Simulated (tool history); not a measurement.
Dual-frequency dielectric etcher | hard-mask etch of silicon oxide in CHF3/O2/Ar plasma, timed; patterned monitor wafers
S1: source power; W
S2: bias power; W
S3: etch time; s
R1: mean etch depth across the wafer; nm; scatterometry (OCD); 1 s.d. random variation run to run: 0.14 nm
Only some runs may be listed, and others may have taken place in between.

run    day   S1   S2    S3      R1
  1      0  590  140    33  59.227
  2   0.25  590  140  34.5  61.836
  3  0.292  490  140  34.5  58.913
  4  0.625  550  141  34.5  60.877
  5  0.925  490  141  34.5  58.916
  6  1.162  490  141    33  56.319
  7  1.333  570  145    33  59.812
  8  1.529  620  146    33  61.606
  9  1.767  660  147    33  62.641

Estimate the outcome of run 10 from the log above:
 10  1.821  700  148  33   ?

{"run 10": {"R1": 64.008}}

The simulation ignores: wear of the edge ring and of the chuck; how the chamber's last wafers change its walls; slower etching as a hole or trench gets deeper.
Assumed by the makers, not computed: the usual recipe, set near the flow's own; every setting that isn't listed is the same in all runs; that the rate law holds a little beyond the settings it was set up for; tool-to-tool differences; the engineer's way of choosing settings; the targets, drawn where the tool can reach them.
